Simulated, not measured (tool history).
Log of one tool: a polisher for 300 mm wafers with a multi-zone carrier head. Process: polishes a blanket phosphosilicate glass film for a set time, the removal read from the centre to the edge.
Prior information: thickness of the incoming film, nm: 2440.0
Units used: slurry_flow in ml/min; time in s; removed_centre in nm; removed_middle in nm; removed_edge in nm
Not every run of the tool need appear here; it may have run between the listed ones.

run	hour	slurry_flow	centre_zone	middle_zone	edge_zone	slurry_solids	time	removed_centre	removed_middle	removed_edge
1	0.0	270	1.00	1.00	1.00	1.00	50	459.14	481.42	476.70
2	1.2	260	0.96	0.98	0.96	0.85	49	403.39	442.09	423.33
3	7.5	260	0.96	0.92	0.96	0.85	49	399.56	417.24	425.74
4	15.0	250	0.93	0.90	0.93	0.75	49	368.60	389.54	400.89
5	17.2	250	0.93	0.90	0.99	0.75	49	371.48	390.60	412.01
6	25.0	245	0.91	0.90	0.95	0.70	48	343.20	373.84	385.20
7	25.6	240	0.90	0.90	0.92	0.65	48	333.28	357.80	369.56
8	30.5	230	0.88	0.91	0.89	0.60	48	316.90	350.33	351.71

What does the tool deliver on the next run?
9	31.3	220	0.86	0.91	0.87	0.60	48	?	?	?

{"run 9": {"removed_centre": 300.64, "removed_middle": 348.67, "removed_edge": 344.42}}
